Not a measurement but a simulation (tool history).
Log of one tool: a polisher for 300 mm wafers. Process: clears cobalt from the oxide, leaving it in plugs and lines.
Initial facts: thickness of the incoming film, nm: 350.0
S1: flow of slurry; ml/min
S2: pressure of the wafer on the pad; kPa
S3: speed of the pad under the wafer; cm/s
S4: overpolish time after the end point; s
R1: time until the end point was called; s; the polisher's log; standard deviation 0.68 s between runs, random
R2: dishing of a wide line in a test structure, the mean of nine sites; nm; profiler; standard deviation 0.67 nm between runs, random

{"run": 1, "day": 0.0, "S1": 265, "S2": 9.7, "S3": 124, "S4": 29, "R1": 67.577, "R2": 56.684}
{"run": 2, "day": 0.329, "S1": 265, "S2": 10.3, "S3": 126, "S4": 28, "R1": 62.112, "R2": 56.669}
{"run": 3, "day": 0.417, "S1": 265, "S2": 11.0, "S3": 126, "S4": 28, "R1": 59.36, "R2": 57.617}
{"run": 4, "day": 0.496, "S1": 265, "S2": 9.7, "S3": 126, "S4": 28, "R1": 65.698, "R2": 56.233}
{"run": 5, "day": 0.821, "S1": 265, "S2": 9.7, "S3": 126, "S4": 34, "R1": 68.323, "R2": 59.434}
{"run": 6, "day": 0.892, "S1": 265, "S2": 10.3, "S3": 128, "S4": 33, "R1": 62.412, "R2": 59.681}
{"run": 7, "day": 1.138, "S1": 265, "S2": 11.0, "S3": 130, "S4": 32, "R1": 58.709, "R2": 59.522}

What does the tool deliver on the next run?
{"run": 8, "day": 1.238, "S1": 265, "S2": 11.7, "S3": 132, "S4": 32, "R1": "?", "R2": "?"}

{"run 8": {"R1": 53.956, "R2": 60.156}}
